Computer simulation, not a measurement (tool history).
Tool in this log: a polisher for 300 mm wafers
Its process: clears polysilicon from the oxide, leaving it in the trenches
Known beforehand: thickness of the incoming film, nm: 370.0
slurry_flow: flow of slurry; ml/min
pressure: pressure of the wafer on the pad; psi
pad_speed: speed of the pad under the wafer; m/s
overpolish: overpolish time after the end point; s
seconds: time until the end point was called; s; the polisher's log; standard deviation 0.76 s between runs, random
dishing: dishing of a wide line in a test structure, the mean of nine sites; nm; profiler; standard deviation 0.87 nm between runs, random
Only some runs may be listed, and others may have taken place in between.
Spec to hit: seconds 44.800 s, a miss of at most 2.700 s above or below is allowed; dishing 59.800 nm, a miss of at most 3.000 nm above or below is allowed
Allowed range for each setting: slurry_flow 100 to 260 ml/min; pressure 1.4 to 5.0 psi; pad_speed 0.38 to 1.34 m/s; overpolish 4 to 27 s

run,hour,slurry_flow,pressure,pad_speed,overpolish,seconds,dishing
1,0.0,165,3.2,0.86,14,22.557,63.563
2,8.2,165,2.7,0.82,14,26.803,62.023
3,11.4,165,2.7,0.82,12,26.457,61.457
4,15.0,165,2.7,0.82,10,25.976,59.866
5,19.8,165,3.2,0.82,10,23.616,61.139
6,25.4,165,2.7,0.76,12,28.840,60.605
7,31.9,165,2.3,0.72,13,33.558,59.436
8,32.4,160,1.4,0.66,19,49.081,59.238
9,35.8,160,1.5,0.66,19,48.094,60.469
10,37.0,160,1.5,0.66,19,47.489,58.880

Below are 4 possible settings for the next run. Only one of them brings all results inside the allowed miss of their targets. Which is it?
A,38.2,170,1.5,0.74,19,?,?
B,38.2,160,1.4,0.60,27,?,?
C,38.2,165,1.4,0.62,23,?,?
D,38.2,195,1.5,0.52,25,?,?

move,seconds,dishing
A,44.214,60.757
B,54.983,62.291
C,53.338,60.801
D,56.645,61.092
A: in spec on every target
B: moves away from the targets compared with the last run
C: moves away from the targets compared with the last run
D: moves away from the targets compared with the last run
Correct choice: A, which meets every target

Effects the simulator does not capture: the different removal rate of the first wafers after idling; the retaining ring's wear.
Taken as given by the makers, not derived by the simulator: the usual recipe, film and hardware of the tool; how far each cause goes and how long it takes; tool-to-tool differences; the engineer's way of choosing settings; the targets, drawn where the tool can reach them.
